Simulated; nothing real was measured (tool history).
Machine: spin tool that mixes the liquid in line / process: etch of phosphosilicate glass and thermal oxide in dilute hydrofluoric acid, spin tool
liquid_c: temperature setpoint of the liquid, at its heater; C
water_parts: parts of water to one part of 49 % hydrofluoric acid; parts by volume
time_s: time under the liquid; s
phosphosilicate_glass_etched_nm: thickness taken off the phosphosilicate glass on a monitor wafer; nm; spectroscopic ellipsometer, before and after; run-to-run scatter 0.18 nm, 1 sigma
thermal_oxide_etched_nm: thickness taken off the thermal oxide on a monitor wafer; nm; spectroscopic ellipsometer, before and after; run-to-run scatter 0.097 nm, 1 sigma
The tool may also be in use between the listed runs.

run  hour  liquid_c  water_parts  time_s  phosphosilicate_glass_etched_nm  thermal_oxide_etched_nm
  1   0.0      22.0          250      30                           15.971                  0.51281
  2   5.0      24.0          210      30                           21.153                  0.68588
  3  12.9      24.0          210      35                           24.656                  0.81198
  4  17.1      25.5          190      35                           29.327                  0.91638
  5  21.3      25.5          190      30                           24.948                  0.81804
  6  28.4      27.0          170      30                           30.463                  0.86060

Forecast run 7:
  7  31.5      27.5          155      30                                ?                        ?

{"run 7": {"phosphosilicate_glass_etched_nm": 34.544, "thermal_oxide_etched_nm": 1.1679}}
